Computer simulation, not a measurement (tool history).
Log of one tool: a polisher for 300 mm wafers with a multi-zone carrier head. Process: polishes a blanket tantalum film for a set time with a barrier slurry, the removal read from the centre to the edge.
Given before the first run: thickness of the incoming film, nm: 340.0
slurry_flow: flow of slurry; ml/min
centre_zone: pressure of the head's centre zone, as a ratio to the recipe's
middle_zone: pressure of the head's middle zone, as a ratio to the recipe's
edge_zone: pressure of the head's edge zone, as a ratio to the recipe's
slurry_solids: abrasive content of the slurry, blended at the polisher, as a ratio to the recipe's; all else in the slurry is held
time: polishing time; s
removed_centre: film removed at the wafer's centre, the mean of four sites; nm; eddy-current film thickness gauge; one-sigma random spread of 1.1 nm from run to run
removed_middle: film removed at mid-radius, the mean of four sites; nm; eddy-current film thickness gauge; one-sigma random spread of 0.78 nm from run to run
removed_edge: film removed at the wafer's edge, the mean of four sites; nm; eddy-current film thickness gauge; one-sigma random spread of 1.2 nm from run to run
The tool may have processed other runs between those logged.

run  hour  slurry_flow  centre_zone  middle_zone  edge_zone  slurry_solids  time  removed_centre  removed_middle  removed_edge
  1   0.0          300         1.00         1.00       1.00           1.00    66         120.410         117.040       119.650
  2   8.7          300         1.00         1.00       1.00           1.00    52          93.417          90.816        95.017
  3  13.1          310         0.98         1.04       1.01           1.00    52          90.587          94.811        92.921
  4  20.0          310         0.96         1.06       1.03           1.05    52          89.446          97.013        97.680
  5  28.1          310         1.03         1.06       1.03           1.05    52          96.572          98.077        95.877
  6  35.9          315         1.01         1.09       1.04           1.05    52          95.721         100.640        97.636
  7  38.7          325         0.99         1.11       1.04           1.05    52          92.877         102.070        98.491
  8  41.7          330         0.97         1.13       1.03           1.05    52          93.158         103.470        97.502
  9  50.7          330         0.94         1.14       1.02           1.10    52          90.509         105.980        98.548
 10  57.5          335         0.93         1.15       1.02           1.10    52          88.508         106.350       101.330
 11  60.5          335         0.92         1.16       1.00           1.10    52          90.851         107.080        97.880
 12  62.2          335         0.90         1.17       0.99           1.10    52          87.204         107.460        98.895

Forecast run 13:
 13  66.2          340         0.89         1.17       0.98           1.10    52               ?               ?             ?

removed_centre: 84.866 nm
removed_middle: 108.000 nm
removed_edge: 97.787 nm
